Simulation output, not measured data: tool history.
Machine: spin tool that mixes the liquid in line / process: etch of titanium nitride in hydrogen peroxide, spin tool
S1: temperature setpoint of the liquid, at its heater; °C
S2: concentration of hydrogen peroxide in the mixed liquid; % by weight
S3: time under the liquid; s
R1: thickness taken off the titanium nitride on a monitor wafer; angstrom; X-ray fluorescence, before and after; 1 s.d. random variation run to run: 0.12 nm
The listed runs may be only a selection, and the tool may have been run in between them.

Run 1, hour 0.0: S1 54.0 °C, S2 21.5 % by weight, S3 155 s. Result: R1 118.660 angstrom.
Run 2, hour 2.4: S1 54.0 °C, S2 21.5 % by weight, S3 155 s. Result: R1 117.950 angstrom.
Run 3, hour 8.0: S1 54.0 °C, S2 21.5 % by weight, S3 155 s. Result: R1 117.340 angstrom.
Run 4, hour 16.6: S1 50.5 °C, S2 21.5 % by weight, S3 155 s. Result: R1 92.533 angstrom.
Run 5, hour 19.1: S1 44.0 °C, S2 21.5 % by weight, S3 155 s. Result: R1 56.424 angstrom.
Run 6, hour 20.6: S1 49.0 °C, S2 21.5 % by weight, S3 155 s. Result: R1 82.072 angstrom.
Run 7, hour 25.4: S1 52.5 °C, S2 21.5 % by weight, S3 155 s. Result: R1 105.360 angstrom.
Run 8, hour 27.6: S1 55.0 °C, S2 21.5 % by weight, S3 155 s. Result: R1 127.370 angstrom.
Run 9, hour 34.6: S1 56.5 °C, S2 21.5 % by weight, S3 155 s. Result: R1 139.800 angstrom.
Run 10, hour 40.3: S1 57.5 °C, S2 21.5 % by weight, S3 155 s. Result: R1 150.080 angstrom.
Run 11, hour 42.3: S1 58.5 °C, S2 21.5 % by weight, S3 155 s. Result: R1 161.560 angstrom.

Run 12 is up next; what results do you expect?
Run 12, hour 44.9: S1 58.5 °C, S2 21.5 % by weight, S3 155 s. Result: R1 ?.

{"run 12": {"R1": 160.57}}
